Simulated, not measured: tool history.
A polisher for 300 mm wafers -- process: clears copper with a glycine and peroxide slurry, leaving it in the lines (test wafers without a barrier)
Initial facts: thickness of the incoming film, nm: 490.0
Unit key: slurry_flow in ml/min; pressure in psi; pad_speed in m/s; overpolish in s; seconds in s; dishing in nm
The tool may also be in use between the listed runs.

run	hour	slurry_flow	pressure	pad_speed	overpolish	seconds	dishing
1	0.0	235	1.7	0.90	28	176.72	46.562
2	1.1	215	1.7	0.90	28	186.50	47.208
3	2.3	215	1.7	0.90	20	184.64	35.062
4	3.1	210	1.6	0.88	22	193.80	36.966
5	10.4	210	1.6	0.88	17	201.78	29.383
6	15.2	210	1.8	0.88	17	182.83	30.833
7	16.0	210	1.7	0.88	19	189.65	32.771
8	21.4	210	1.6	0.88	21	192.58	34.428
9	27.3	210	1.5	0.86	23	207.96	35.340
10	30.0	210	1.1	0.80	37	271.27	41.228
11	35.1	210	1.1	0.80	38	269.30	42.715

Expected results for the next run?
12	39.9	210	1.1	0.80	39	?	?

For run 12 the tool returned seconds 273.97 s, dishing 44.071 nm.
